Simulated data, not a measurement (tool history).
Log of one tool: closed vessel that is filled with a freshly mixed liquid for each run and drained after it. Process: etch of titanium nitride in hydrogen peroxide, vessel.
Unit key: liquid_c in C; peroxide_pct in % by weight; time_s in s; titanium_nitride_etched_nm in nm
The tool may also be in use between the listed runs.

run	hour	liquid_c	peroxide_pct	time_s	titanium_nitride_etched_nm
1	0.0	53.0	22.5	1305	76.584
2	1.7	54.0	22.5	1305	81.687
3	7.7	54.0	22.5	1390	87.001
4	13.6	55.0	22.5	1390	93.898
5	17.8	55.0	18.5	1390	89.885
6	23.0	56.0	18.5	1390	95.988
7	27.5	56.5	18.5	1390	99.208
8	28.8	57.0	18.5	1390	101.990
9	33.9	57.5	18.5	1390	106.180
10	35.5	58.0	18.5	1390	110.540
11	43.5	58.5	18.5	1390	114.350

Run 12 comes next. What will it give?
12	46.7	59.5	18.5	1390	?

titanium_nitride_etched_nm: 122.480 nm
